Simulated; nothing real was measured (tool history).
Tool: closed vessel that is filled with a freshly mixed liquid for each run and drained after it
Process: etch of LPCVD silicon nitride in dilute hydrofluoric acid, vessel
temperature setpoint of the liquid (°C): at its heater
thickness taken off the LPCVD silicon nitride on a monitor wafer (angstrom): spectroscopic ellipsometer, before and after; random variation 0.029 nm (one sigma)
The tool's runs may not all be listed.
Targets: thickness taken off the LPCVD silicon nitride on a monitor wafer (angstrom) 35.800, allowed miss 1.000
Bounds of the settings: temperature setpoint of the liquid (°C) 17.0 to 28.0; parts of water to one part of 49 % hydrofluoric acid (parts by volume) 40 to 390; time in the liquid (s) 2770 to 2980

| run | day | temperature setpoint of the liquid (°C) | parts of water to one part of 49 % hydrofluoric acid (parts by volume) | time in the liquid (s) | thickness taken off the LPCVD silicon nitride on a monitor wafer (angstrom) |
|---|---|---|---|---|---|
| 1 | 0.000 | 20.0 | 215 | 2770 | 43.243 |
| 2 | 0.258 | 20.0 | 165 | 2770 | 56.626 |
| 3 | 0.538 | 19.0 | 180 | 2770 | 47.854 |
| 4 | 0.862 | 18.5 | 190 | 2770 | 45.188 |
| 5 | 0.958 | 18.0 | 200 | 2770 | 40.989 |
| 6 | 1.071 | 21.0 | 200 | 2770 | 50.107 |
| 7 | 1.379 | 19.5 | 205 | 2770 | 44.206 |
| 8 | 1.612 | 18.5 | 210 | 2770 | 40.927 |
| 9 | 1.992 | 18.0 | 215 | 2770 | 37.898 |

4 next moves are on the table. One of them brings every result within its allowed miss. Which?
| A | 2.371 | 17.5 | 250 | 2895 | ? |
| B | 2.371 | 17.0 | 245 | 2885 | ? |
| C | 2.371 | 18.5 | 285 | 2980 | ? |
| D | 2.371 | 17.0 | 220 | 2795 | ? |

| move | thickness taken off the LPCVD silicon nitride on a monitor wafer (angstrom) |
|---|---|
| A | 34.104 |
| B | 33.518 |
| C | 33.062 |
| D | 35.988 |
A: takes the result that was furthest off past its target
B: takes the result that was furthest off past its target
C: takes the result that was furthest off past its target
D: meets every target
Answer: D

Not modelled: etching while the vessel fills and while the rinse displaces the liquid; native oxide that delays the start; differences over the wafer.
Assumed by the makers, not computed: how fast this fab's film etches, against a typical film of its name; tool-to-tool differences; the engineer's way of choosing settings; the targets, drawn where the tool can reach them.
